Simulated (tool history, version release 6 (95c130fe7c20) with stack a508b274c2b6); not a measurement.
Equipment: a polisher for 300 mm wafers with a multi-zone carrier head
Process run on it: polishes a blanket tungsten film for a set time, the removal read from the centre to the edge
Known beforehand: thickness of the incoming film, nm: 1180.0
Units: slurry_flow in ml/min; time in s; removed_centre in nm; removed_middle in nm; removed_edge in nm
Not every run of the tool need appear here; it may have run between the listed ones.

run	hour	slurry_flow	centre_zone	middle_zone	edge_zone	slurry_solids	time	removed_centre	removed_middle	removed_edge
1	0	210	1	1	1	1	82	359.65	367.09	360.52
2	4.1	210	1	1	1	1	94	407.02	415.57	420.06
3	12.4	210	1.05	1	1	1	94	430.83	415.51	415.58
4	13.5	200	1.06	0.96	0.98	0.9	92	407.39	374.24	390.86
5	20.2	195	1.07	0.94	0.95	0.8	90	387.73	348.33	362.11
6	22.9	185	1.08	0.91	0.92	0.75	90	378.59	326.23	350.21
7	28.5	180	1.09	0.89	0.9	0.7	90	373.45	313.69	333.67
8	30.3	170	1.09	0.87	0.89	0.7	90	366.4	307.54	335.1
9	34.1	165	1.1	0.86	0.87	0.65	90	360.25	291.28	317
10	39.8	160	1.1	0.85	0.86	0.65	90	354.61	293.42	319.52

Run 11, settings as shown, results not yet in. Your forecast:
11	48.2	160	1.1	0.85	0.86	0.65	90	?	?	?

Run 11 produced removed_centre 352.74 nm, removed_middle 284.98 nm, removed_edge 318.69 nm.
